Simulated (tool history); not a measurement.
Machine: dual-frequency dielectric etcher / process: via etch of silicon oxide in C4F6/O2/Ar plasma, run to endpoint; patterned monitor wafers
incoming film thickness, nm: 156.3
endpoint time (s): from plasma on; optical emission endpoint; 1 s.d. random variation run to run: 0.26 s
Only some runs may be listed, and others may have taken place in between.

run 1 hour=0 | bias_power_(W)=513 source_power_(W)=290 Ar_flow_(sccm)=222 | endpoint_time_(s)=38.013
run 2 hour=2.3 | bias_power_(W)=513 source_power_(W)=290 Ar_flow_(sccm)=238 | endpoint_time_(s)=38.286
run 3 hour=10.4 | bias_power_(W)=560 source_power_(W)=300 Ar_flow_(sccm)=235 | endpoint_time_(s)=36.26
run 4 hour=12.8 | bias_power_(W)=560 source_power_(W)=320 Ar_flow_(sccm)=235 | endpoint_time_(s)=35.189
run 5 hour=16.8 | bias_power_(W)=560 source_power_(W)=320 Ar_flow_(sccm)=221 | endpoint_time_(s)=34.816
run 6 hour=19.9 | bias_power_(W)=581 source_power_(W)=320 Ar_flow_(sccm)=220 | endpoint_time_(s)=34.147
run 7 hour=24.6 | bias_power_(W)=596 source_power_(W)=320 Ar_flow_(sccm)=220 | endpoint_time_(s)=33.807

What does the tool deliver on the next run?
run 8 hour=28.4 | bias_power_(W)=609 source_power_(W)=320 Ar_flow_(sccm)=220 | endpoint_time_(s)=?

endpoint time (s): 33.963
